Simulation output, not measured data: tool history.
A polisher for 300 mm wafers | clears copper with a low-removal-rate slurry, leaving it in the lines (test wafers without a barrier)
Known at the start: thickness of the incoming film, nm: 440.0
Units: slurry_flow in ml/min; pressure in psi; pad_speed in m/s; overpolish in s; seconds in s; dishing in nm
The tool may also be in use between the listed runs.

run 1 hour=0.0 | slurry_flow=160 pressure=3.7 pad_speed=1.06 slurry_solids=1.0 overpolish=10 | seconds=89.723 dishing=29.2750
run 2 hour=4.8 | slurry_flow=165 pressure=3.1 pad_speed=0.92 slurry_solids=1.0 overpolish=9 | seconds=121.010 dishing=19.4490
run 3 hour=6.9 | slurry_flow=165 pressure=3.1 pad_speed=1.02 slurry_solids=1.0 overpolish=9 | seconds=111.090 dishing=21.6760
run 4 hour=15.7 | slurry_flow=165 pressure=2.7 pad_speed=0.92 slurry_solids=1.0 overpolish=8 | seconds=136.540 dishing=15.3150
run 5 hour=21.9 | slurry_flow=160 pressure=2.4 pad_speed=0.86 slurry_solids=1.0 overpolish=8 | seconds=163.380 dishing=12.8570
run 6 hour=29.8 | slurry_flow=160 pressure=1.8 pad_speed=0.86 slurry_solids=1.0 overpolish=8 | seconds=218.850 dishing=10.0860

The next listed run, before its measurement:
run 7 hour=35.1 | slurry_flow=155 pressure=1.8 pad_speed=0.86 slurry_solids=1.0 overpolish=8 | seconds=? dishing=?

Run 7 gave seconds 217.400 s, dishing 9.8616 nm.
